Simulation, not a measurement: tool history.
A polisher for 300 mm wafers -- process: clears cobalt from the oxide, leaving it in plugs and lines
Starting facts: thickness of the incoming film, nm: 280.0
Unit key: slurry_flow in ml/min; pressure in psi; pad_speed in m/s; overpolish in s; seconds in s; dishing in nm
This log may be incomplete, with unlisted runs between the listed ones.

run	hour	slurry_flow	pressure	pad_speed	overpolish	seconds	dishing
1	0	230	1.8	1.1	27	53.744	73.047
2	8.7	230	1.8	1.1	21	54.314	65.1
3	12	225	1.8	1.1	17	53.248	56.314
4	17.6	225	1.8	1.32	17	44.928	61.636
5	20.5	210	1.7	1.34	14	48.069	52.453
6	24.1	195	1.7	1.36	13	45.695	51.297
7	28.7	185	1.5	1.36	9	54.385	33.346

Forecast run 8:
8	30.7	220	1.5	1.36	9	?	?

{"run 8": {"seconds": 52.924, "dishing": 34.791}}
